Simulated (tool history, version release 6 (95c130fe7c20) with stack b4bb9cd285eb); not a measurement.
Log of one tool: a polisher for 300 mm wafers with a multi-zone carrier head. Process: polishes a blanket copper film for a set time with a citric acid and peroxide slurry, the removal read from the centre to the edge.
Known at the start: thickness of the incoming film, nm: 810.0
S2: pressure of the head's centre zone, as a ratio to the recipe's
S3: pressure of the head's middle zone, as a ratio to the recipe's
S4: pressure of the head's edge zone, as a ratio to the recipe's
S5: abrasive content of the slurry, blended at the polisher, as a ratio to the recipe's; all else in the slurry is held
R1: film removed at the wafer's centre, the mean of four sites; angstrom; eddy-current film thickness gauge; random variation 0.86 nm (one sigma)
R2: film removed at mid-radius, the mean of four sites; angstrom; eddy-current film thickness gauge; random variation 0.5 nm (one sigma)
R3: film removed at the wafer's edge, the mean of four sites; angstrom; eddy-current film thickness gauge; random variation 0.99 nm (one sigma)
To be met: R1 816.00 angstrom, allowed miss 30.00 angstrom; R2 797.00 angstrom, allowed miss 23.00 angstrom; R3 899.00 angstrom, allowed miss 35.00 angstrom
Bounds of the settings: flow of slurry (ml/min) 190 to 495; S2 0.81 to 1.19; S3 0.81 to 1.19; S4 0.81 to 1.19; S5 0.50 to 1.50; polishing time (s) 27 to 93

Run 1, hour 0.0: flow of slurry (ml/min) 320, S2 1.00, S3 1.00, S4 1.00, S5 1.00, polishing time (s) 59. Result: R1 921.61 angstrom, R2 933.62 angstrom, R3 939.05 angstrom.
Run 2, hour 3.4: flow of slurry (ml/min) 320, S2 1.00, S3 1.00, S4 1.00, S5 1.15, polishing time (s) 59. Result: R1 956.46 angstrom, R2 980.08 angstrom, R3 948.56 angstrom.
Run 3, hour 11.8: flow of slurry (ml/min) 320, S2 1.00, S3 1.03, S4 1.00, S5 1.15, polishing time (s) 59. Result: R1 958.39 angstrom, R2 1004.70 angstrom, R3 957.57 angstrom.
Run 4, hour 19.7: flow of slurry (ml/min) 320, S2 1.00, S3 1.03, S4 1.00, S5 1.15, polishing time (s) 52. Result: R1 830.17 angstrom, R2 889.27 angstrom, R3 845.20 angstrom.
Run 5, hour 20.5: flow of slurry (ml/min) 315, S2 1.00, S3 1.01, S4 1.02, S5 1.15, polishing time (s) 52. Result: R1 842.04 angstrom, R2 866.49 angstrom, R3 852.58 angstrom.
Run 6, hour 24.9: flow of slurry (ml/min) 310, S2 0.99, S3 1.00, S4 1.04, S5 1.15, polishing time (s) 52. Result: R1 857.22 angstrom, R2 855.17 angstrom, R3 855.99 angstrom.
Run 7, hour 29.1: flow of slurry (ml/min) 310, S2 0.96, S3 0.99, S4 1.05, S5 1.15, polishing time (s) 52. Result: R1 823.52 angstrom, R2 861.48 angstrom, R3 854.53 angstrom.
Run 8, hour 29.9: flow of slurry (ml/min) 305, S2 0.95, S3 0.97, S4 1.07, S5 1.15, polishing time (s) 52. Result: R1 809.14 angstrom, R2 846.11 angstrom, R3 859.50 angstrom.
Run 9, hour 33.3: flow of slurry (ml/min) 300, S2 0.95, S3 0.96, S4 1.09, S5 1.15, polishing time (s) 52. Result: R1 799.85 angstrom, R2 827.69 angstrom, R3 862.17 angstrom.

Which of these 5 next moves meets every target?
Run A, hour 36.7: flow of slurry (ml/min) 315, S2 1.01, S3 1.04, S4 1.08, S5 0.90, polishing time (s) 54. Result: R1 ?, R2 ?, R3 ?.
Run B, hour 36.7: flow of slurry (ml/min) 225, S2 0.92, S3 0.87, S4 1.05, S5 1.05, polishing time (s) 58. Result: R1 ?, R2 ?, R3 ?.
Run C, hour 36.7: flow of slurry (ml/min) 375, S2 1.02, S3 0.96, S4 1.04, S5 1.10, polishing time (s) 50. Result: R1 ?, R2 ?, R3 ?.
Run D, hour 36.7: flow of slurry (ml/min) 325, S2 0.98, S3 1.02, S4 0.97, S5 1.05, polishing time (s) 52. Result: R1 ?, R2 ?, R3 ?.
Run E, hour 36.7: flow of slurry (ml/min) 360, S2 1.05, S3 0.94, S4 1.05, S5 1.35, polishing time (s) 48. Result: R1 ?, R2 ?, R3 ?.

move      R1      R2      R3
   A  827.67  870.87  837.23
   B  835.43  818.34  913.40
   C  832.52  811.75  822.51
   D  817.88  866.96  816.85
   E  865.00  810.06  839.03
A: further off than the last run
B: meets every target
C: brings the result that was furthest off to its target, and leaves another outside
D: further off than the last run
E: brings the result that was furthest off to its target, and leaves another outside
Move B is the one to make.
